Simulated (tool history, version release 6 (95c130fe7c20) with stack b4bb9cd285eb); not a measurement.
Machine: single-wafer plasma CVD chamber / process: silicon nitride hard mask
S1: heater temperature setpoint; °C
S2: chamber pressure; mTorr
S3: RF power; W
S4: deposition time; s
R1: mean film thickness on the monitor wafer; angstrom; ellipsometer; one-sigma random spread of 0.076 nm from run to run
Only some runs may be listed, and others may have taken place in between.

{"run": 1, "hour": 0.0, "S1": 395, "S2": 1990, "S3": 340, "S4": 15.7, "R1": 228.24}
{"run": 2, "hour": 6.9, "S1": 395, "S2": 1990, "S3": 290, "S4": 15.7, "R1": 203.04}
{"run": 3, "hour": 10.0, "S1": 395, "S2": 1990, "S3": 315, "S4": 15.7, "R1": 215.11}
{"run": 4, "hour": 14.9, "S1": 395, "S2": 1990, "S3": 315, "S4": 14.9, "R1": 205.65}
{"run": 5, "hour": 16.4, "S1": 395, "S2": 2120, "S3": 335, "S4": 15.0, "R1": 218.89}
{"run": 6, "hour": 17.2, "S1": 395, "S2": 2190, "S3": 355, "S4": 15.1, "R1": 230.5}

What does the tool deliver on the next run?
{"run": 7, "hour": 21.9, "S1": 395, "S2": 2190, "S3": 355, "S4": 15.1, "R1": "?"}

R1: 230.45 angstrom
